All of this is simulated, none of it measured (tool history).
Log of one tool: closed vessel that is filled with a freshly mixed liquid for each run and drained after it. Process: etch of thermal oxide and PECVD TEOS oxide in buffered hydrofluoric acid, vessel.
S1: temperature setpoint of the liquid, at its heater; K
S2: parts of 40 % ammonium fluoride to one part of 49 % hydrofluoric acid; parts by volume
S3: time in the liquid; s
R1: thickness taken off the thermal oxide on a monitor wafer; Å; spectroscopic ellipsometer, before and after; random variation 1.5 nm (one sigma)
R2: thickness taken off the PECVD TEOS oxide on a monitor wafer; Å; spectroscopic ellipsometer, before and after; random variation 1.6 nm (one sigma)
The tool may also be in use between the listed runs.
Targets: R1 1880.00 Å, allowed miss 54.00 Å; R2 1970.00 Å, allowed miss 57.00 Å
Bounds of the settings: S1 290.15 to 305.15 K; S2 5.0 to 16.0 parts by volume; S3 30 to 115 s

{"run": 1, "day": 0.0, "S1": 297.15, "S2": 9.5, "S3": 60, "R1": 771.42, "R2": 815.32}
{"run": 2, "day": 0.242, "S1": 298.65, "S2": 8.5, "S3": 60, "R1": 917.81, "R2": 974.22}
{"run": 3, "day": 0.538, "S1": 298.65, "S2": 8.5, "S3": 45, "R1": 694.96, "R2": 725.31}
{"run": 4, "day": 0.738, "S1": 300.15, "S2": 8.0, "S3": 50, "R1": 907.39, "R2": 926.47}
{"run": 5, "day": 1.121, "S1": 300.65, "S2": 7.5, "S3": 55, "R1": 1064.7, "R2": 1134.4}
{"run": 6, "day": 1.167, "S1": 300.65, "S2": 7.5, "S3": 75, "R1": 1449.6, "R2": 1537.7}
{"run": 7, "day": 1.221, "S1": 301.65, "S2": 7.5, "S3": 75, "R1": 1542.2, "R2": 1630.6}
{"run": 8, "day": 1.538, "S1": 302.15, "S2": 7.5, "S3": 75, "R1": 1593.2, "R2": 1666.0}

4 next moves are on the table. One of them brings every result within its allowed miss. Which?
{"run": "A", "day": 1.854, "S1": 301.15, "S2": 6.5, "S3": 75, "R1": "?", "R2": "?"}
{"run": "B", "day": 1.854, "S1": 303.65, "S2": 9.0, "S3": 100, "R1": "?", "R2": "?"}
{"run": "C", "day": 1.854, "S1": 304.15, "S2": 8.0, "S3": 80, "R1": "?", "R2": "?"}
{"run": "D", "day": 1.854, "S1": 304.65, "S2": 8.0, "S3": 80, "R1": "?", "R2": "?"}

move=A R1=1733.30 R2=1814.00
move=B R1=1883.90 R2=1971.70
move=C R1=1757.40 R2=1839.30
move=D R1=1803.70 R2=1887.70
A: nearer than the last run, and not there yet
B: meets every target
C: nearer than the last run, and not there yet
D: nearer than the last run, and not there yet
Answer: B
